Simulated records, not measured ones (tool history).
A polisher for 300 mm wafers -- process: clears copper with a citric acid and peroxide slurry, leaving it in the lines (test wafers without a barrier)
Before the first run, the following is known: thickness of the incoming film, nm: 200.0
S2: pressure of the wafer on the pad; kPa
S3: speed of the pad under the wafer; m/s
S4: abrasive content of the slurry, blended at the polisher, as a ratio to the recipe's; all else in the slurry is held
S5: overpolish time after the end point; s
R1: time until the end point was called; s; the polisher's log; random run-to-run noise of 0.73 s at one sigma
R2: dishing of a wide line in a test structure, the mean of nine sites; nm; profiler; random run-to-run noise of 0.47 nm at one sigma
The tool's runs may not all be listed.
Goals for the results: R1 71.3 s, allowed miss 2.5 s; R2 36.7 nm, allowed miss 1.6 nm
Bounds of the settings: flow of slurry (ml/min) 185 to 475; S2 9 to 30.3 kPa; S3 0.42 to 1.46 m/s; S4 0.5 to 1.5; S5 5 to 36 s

Run 1, hour 0: flow of slurry (ml/min) 305, S2 19.3 kPa, S3 0.94 m/s, S4 1, S5 18 s. Result: R1 87.221 s, R2 26.691 nm.
Run 2, hour 4.1: flow of slurry (ml/min) 305, S2 19.3 kPa, S3 0.94 m/s, S4 1, S5 26 s. Result: R1 85.445 s, R2 36.001 nm.
Run 3, hour 8.3: flow of slurry (ml/min) 305, S2 15.9 kPa, S3 0.94 m/s, S4 1, S5 26 s. Result: R1 103.9 s, R2 30.531 nm.
Run 4, hour 12.7: flow of slurry (ml/min) 305, S2 15.9 kPa, S3 0.94 m/s, S4 1.2, S5 26 s. Result: R1 101.11 s, R2 31.664 nm.
Run 5, hour 17: flow of slurry (ml/min) 305, S2 15.9 kPa, S3 1.14 m/s, S4 1.2, S5 26 s. Result: R1 83.854 s, R2 36.622 nm.
Run 6, hour 18.6: flow of slurry (ml/min) 305, S2 16.5 kPa, S3 1.14 m/s, S4 1.2, S5 25 s. Result: R1 78.946 s, R2 36.281 nm.
Run 7, hour 23.5: flow of slurry (ml/min) 305, S2 17.2 kPa, S3 1.14 m/s, S4 1.2, S5 24 s. Result: R1 76.317 s, R2 35.834 nm.
Run 8, hour 25.8: flow of slurry (ml/min) 305, S2 17.9 kPa, S3 1.14 m/s, S4 1.2, S5 24 s. Result: R1 74.3 s, R2 36.689 nm.

Which single option among these 4 for the next run brings every result within its allowed miss of target? Just one does.
Run A, hour 28.1: flow of slurry (ml/min) 310, S2 16.5 kPa, S3 1.18 m/s, S4 1.15, S5 24 s. Result: R1 ?, R2 ?.
Run B, hour 28.1: flow of slurry (ml/min) 300, S2 20 kPa, S3 1 m/s, S4 1, S5 24 s. Result: R1 ?, R2 ?.
Run C, hour 28.1: flow of slurry (ml/min) 285, S2 16.5 kPa, S3 1.32 m/s, S4 1.1, S5 20 s. Result: R1 ?, R2 ?.
Run D, hour 28.1: flow of slurry (ml/min) 325, S2 19.3 kPa, S3 1.12 m/s, S4 1.15, S5 22 s. Result: R1 ?, R2 ?.

move      R1      R2
   A  78.887  35.615
   B  79.313  35.793
   C  71.795  33.285
   D  71.184  36.298
A: its largest miss is bigger than the last run's
B: its largest miss is bigger than the last run's
C: corrects the largest miss of the last run, while another result sits out of spec
D: all results land within tolerance of their targets
D is the move that brings every result within its allowed miss.
